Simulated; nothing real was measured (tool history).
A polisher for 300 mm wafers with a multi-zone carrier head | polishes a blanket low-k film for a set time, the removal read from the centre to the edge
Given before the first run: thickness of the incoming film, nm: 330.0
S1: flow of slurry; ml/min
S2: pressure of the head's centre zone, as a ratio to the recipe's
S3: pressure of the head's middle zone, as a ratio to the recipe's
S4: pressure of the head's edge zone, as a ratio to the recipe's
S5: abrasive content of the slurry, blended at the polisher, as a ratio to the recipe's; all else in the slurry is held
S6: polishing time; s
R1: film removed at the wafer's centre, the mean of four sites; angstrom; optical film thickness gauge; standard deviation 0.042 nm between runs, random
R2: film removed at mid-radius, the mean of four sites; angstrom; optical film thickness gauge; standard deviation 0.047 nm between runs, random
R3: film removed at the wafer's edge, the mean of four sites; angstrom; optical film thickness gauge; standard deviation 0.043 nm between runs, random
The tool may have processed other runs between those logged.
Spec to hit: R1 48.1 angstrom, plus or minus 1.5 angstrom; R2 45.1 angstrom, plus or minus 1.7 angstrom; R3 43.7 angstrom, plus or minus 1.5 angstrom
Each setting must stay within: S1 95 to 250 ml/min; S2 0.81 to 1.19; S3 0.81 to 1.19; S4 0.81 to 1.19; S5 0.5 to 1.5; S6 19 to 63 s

Run 1, day 0: S1 160 ml/min, S2 1, S3 1, S4 1, S5 1, S6 41 s. Result: R1 91.207 angstrom, R2 89.744 angstrom, R3 89.379 angstrom.
Run 2, day 0.167: S1 155 ml/min, S2 1, S3 0.99, S4 0.96, S5 0.85, S6 36 s. Result: R1 74.56 angstrom, R2 72.254 angstrom, R3 73.372 angstrom.
Run 3, day 0.529: S1 130 ml/min, S2 1, S3 0.99, S4 0.96, S5 0.85, S6 36 s. Result: R1 71.509 angstrom, R2 70.04 angstrom, R3 70.615 angstrom.
Run 4, day 0.658: S1 130 ml/min, S2 1, S3 0.99, S4 0.96, S5 0.85, S6 41 s. Result: R1 80.415 angstrom, R2 78.868 angstrom, R3 79.003 angstrom.
Run 5, day 0.85: S1 145 ml/min, S2 1, S3 0.99, S4 0.96, S5 0.85, S6 41 s. Result: R1 82.531 angstrom, R2 81.712 angstrom, R3 80.997 angstrom.
Run 6, day 1.117: S1 145 ml/min, S2 1, S3 0.99, S4 0.96, S5 0.85, S6 37 s. Result: R1 76.138 angstrom, R2 74.963 angstrom, R3 73.113 angstrom.
Run 7, day 1.162: S1 145 ml/min, S2 0.97, S3 0.9, S4 0.86, S5 0.6, S6 26 s. Result: R1 45.3 angstrom, R2 42.565 angstrom, R3 43.969 angstrom.
Run 8, day 1.238: S1 150 ml/min, S2 0.98, S3 0.91, S4 0.85, S5 0.6, S6 26 s. Result: R1 45.738 angstrom, R2 43.135 angstrom, R3 43.585 angstrom.

4 candidate next runs follow, results not yet known. Just one meets every target within its allowed miss. Identify it.
Run A, day 1.312: S1 125 ml/min, S2 1.01, S3 0.95, S4 0.81, S5 0.55, S6 28 s. Result: R1 ?, R2 ?, R3 ?.
Run B, day 1.312: S1 165 ml/min, S2 1.02, S3 0.85, S4 0.85, S5 0.5, S6 27 s. Result: R1 ?, R2 ?, R3 ?.
Run C, day 1.312: S1 145 ml/min, S2 1, S3 0.89, S4 0.82, S5 0.55, S6 26 s. Result: R1 ?, R2 ?, R3 ?.
Run D, day 1.312: S1 145 ml/min, S2 1, S3 0.96, S4 0.97, S5 0.5, S6 26 s. Result: R1 ?, R2 ?, R3 ?.

move      R1      R2      R3
   A  47.363   44.37  43.478
   B  47.798  40.127  43.324
   C  45.322  40.444  41.658
   D   43.83  41.632   43.44
A: meets every target
B: corrects the largest miss of the last run, while another result sits out of spec
C: further off than the last run
D: further off than the last run
The right move is A.
